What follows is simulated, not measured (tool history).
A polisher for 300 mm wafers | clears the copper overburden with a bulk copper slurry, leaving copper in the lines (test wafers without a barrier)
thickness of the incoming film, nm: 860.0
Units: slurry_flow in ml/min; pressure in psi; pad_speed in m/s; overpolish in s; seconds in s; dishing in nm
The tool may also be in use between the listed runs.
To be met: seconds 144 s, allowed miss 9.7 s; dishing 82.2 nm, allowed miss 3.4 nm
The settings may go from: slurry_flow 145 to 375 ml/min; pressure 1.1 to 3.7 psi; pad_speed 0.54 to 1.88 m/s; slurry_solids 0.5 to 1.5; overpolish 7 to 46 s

Run 1, hour 0: slurry_flow 240 ml/min, pressure 2.4 psi, pad_speed 1.2 m/s, slurry_solids 1, overpolish 24 s. Result: seconds 109.99 s, dishing 99.414 nm.
Run 2, hour 6.1: slurry_flow 240 ml/min, pressure 2.4 psi, pad_speed 1.2 m/s, slurry_solids 1, overpolish 34 s. Result: seconds 107.71 s, dishing 120.28 nm.
Run 3, hour 12.7: slurry_flow 240 ml/min, pressure 2.4 psi, pad_speed 1.2 m/s, slurry_solids 0.9, overpolish 34 s. Result: seconds 108.28 s, dishing 116.85 nm.
Run 4, hour 21: slurry_flow 240 ml/min, pressure 2.3 psi, pad_speed 1.2 m/s, slurry_solids 0.85, overpolish 33 s. Result: seconds 114.42 s, dishing 113.03 nm.
Run 5, hour 23.6: slurry_flow 240 ml/min, pressure 2.9 psi, pad_speed 1.2 m/s, slurry_solids 0.85, overpolish 33 s. Result: seconds 99.027 s, dishing 126 nm.
Run 6, hour 32.2: slurry_flow 280 ml/min, pressure 2.9 psi, pad_speed 1.2 m/s, slurry_solids 0.85, overpolish 33 s. Result: seconds 94.311 s, dishing 129.94 nm.
Run 7, hour 38.4: slurry_flow 280 ml/min, pressure 2.7 psi, pad_speed 1.2 m/s, slurry_solids 0.85, overpolish 32 s. Result: seconds 103.64 s, dishing 119.78 nm.
Run 8, hour 45.8: slurry_flow 280 ml/min, pressure 2.5 psi, pad_speed 1.2 m/s, slurry_solids 0.85, overpolish 31 s. Result: seconds 104.91 s, dishing 116.53 nm.
Run 9, hour 47.6: slurry_flow 275 ml/min, pressure 2.3 psi, pad_speed 1.2 m/s, slurry_solids 0.85, overpolish 30 s. Result: seconds 112.15 s, dishing 110.05 nm.
Run 10, hour 53.1: slurry_flow 275 ml/min, pressure 2.2 psi, pad_speed 1.2 m/s, slurry_solids 0.85, overpolish 29 s. Result: seconds 116.94 s, dishing 107.45 nm.
Run 11, hour 59: slurry_flow 275 ml/min, pressure 1.6 psi, pad_speed 1.18 m/s, slurry_solids 0.85, overpolish 21 s. Result: seconds 132.41 s, dishing 77.135 nm.
Run 12, hour 63.4: slurry_flow 275 ml/min, pressure 1.6 psi, pad_speed 1.16 m/s, slurry_solids 0.85, overpolish 22 s. Result: seconds 140.79 s, dishing 77.596 nm.

Which of these 4 next moves meets every target?
Run A, hour 67.8: slurry_flow 270 ml/min, pressure 1.6 psi, pad_speed 1.02 m/s, slurry_solids 1, overpolish 20 s. Result: seconds ?, dishing ?.
Run B, hour 67.8: slurry_flow 260 ml/min, pressure 1.6 psi, pad_speed 1.18 m/s, slurry_solids 0.85, overpolish 20 s. Result: seconds ?, dishing ?.
Run C, hour 67.8: slurry_flow 315 ml/min, pressure 1.3 psi, pad_speed 1.4 m/s, slurry_solids 0.55, overpolish 25 s. Result: seconds ?, dishing ?.
Run D, hour 67.8: slurry_flow 335 ml/min, pressure 1.7 psi, pad_speed 1 m/s, slurry_solids 0.8, overpolish 20 s. Result: seconds ?, dishing ?.

move  seconds  dishing
   A   144.71   70.319
   B   135.82   73.367
   C   141.98   80.562
   D   146.02   70.224
A: further off than the last run
B: further off than the last run
C: meets every target
D: further off than the last run
The right move is C.
